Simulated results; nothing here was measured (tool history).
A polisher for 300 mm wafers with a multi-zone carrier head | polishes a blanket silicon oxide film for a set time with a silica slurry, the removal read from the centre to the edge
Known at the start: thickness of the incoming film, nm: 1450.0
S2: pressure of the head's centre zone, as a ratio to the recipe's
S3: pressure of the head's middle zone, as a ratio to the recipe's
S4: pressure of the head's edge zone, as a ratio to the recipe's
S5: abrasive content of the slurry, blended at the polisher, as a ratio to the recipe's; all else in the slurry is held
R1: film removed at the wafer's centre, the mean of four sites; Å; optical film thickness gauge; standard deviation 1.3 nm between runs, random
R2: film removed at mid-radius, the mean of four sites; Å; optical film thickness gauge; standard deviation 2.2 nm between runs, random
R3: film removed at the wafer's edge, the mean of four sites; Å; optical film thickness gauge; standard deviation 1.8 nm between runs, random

Run 1, hour 0: flow of slurry (ml/min) 205, S2 1, S3 1, S4 1, S5 1, polishing time (s) 38. Result: R1 1365.9 Å, R2 1360.2 Å, R3 1321.3 Å.
Run 2, hour 7.7: flow of slurry (ml/min) 215, S2 1.03, S3 1.02, S4 1.02, S5 1.05, polishing time (s) 38. Result: R1 1433.4 Å, R2 1400.3 Å, R3 1349.1 Å.
Run 3, hour 16.4: flow of slurry (ml/min) 215, S2 1.03, S3 1.02, S4 1.02, S5 1.05, polishing time (s) 33. Result: R1 1237.7 Å, R2 1251.4 Å, R3 1180.6 Å.
Run 4, hour 20.6: flow of slurry (ml/min) 190, S2 1.03, S3 1.02, S4 1.02, S5 1.05, polishing time (s) 33. Result: R1 1224.2 Å, R2 1233.6 Å, R3 1167.9 Å.
Run 5, hour 21.5: flow of slurry (ml/min) 195, S2 1.05, S3 1.04, S4 1.03, S5 1.1, polishing time (s) 33. Result: R1 1256.5 Å, R2 1243.3 Å, R3 1197.3 Å.
Run 6, hour 28.6: flow of slurry (ml/min) 210, S2 1.06, S3 1.06, S4 1.02, S5 1.15, polishing time (s) 34. Result: R1 1353.9 Å, R2 1349.6 Å, R3 1250.5 Å.
Run 7, hour 34.4: flow of slurry (ml/min) 255, S2 1.16, S3 1.15, S4 1.12, S5 1.4, polishing time (s) 35. Result: R1 1677.2 Å, R2 1567.3 Å, R3 1461.7 Å.

What will run 8 give?
Run 8, hour 35.8: flow of slurry (ml/min) 260, S2 1.16, S3 1.16, S4 1.12, S5 1.4, polishing time (s) 35. Result: R1 ?, R2 ?, R3 ?.

R1: 1675.8 Å
R2: 1595.2 Å
R3: 1485.9 Å

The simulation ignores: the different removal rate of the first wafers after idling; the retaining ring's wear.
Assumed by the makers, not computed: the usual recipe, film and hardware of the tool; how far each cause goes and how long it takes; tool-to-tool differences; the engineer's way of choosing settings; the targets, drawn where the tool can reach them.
